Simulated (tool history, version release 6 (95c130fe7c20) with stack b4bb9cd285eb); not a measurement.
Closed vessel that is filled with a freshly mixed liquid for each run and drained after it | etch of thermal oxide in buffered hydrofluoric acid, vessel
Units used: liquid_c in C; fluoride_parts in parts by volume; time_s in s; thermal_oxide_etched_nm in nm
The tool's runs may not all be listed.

run 1 hour=0 | liquid_c=22 fluoride_parts=19 time_s=35 | thermal_oxide_etched_nm=18.059
run 2 hour=7.4 | liquid_c=24.5 fluoride_parts=17 time_s=35 | thermal_oxide_etched_nm=22.906
run 3 hour=10.9 | liquid_c=24.5 fluoride_parts=14.5 time_s=35 | thermal_oxide_etched_nm=27.362
run 4 hour=18.2 | liquid_c=22.5 fluoride_parts=14.5 time_s=35 | thermal_oxide_etched_nm=24.307
run 5 hour=25 | liquid_c=24.5 fluoride_parts=14.5 time_s=35 | thermal_oxide_etched_nm=26.804
run 6 hour=30.4 | liquid_c=24.5 fluoride_parts=12.5 time_s=35 | thermal_oxide_etched_nm=31.209
run 7 hour=37.1 | liquid_c=25.5 fluoride_parts=12.5 time_s=35 | thermal_oxide_etched_nm=33.07

The next listed run, before its measurement:
run 8 hour=39.7 | liquid_c=26 fluoride_parts=12.5 time_s=35 | thermal_oxide_etched_nm=?

thermal_oxide_etched_nm: 34.109 nm
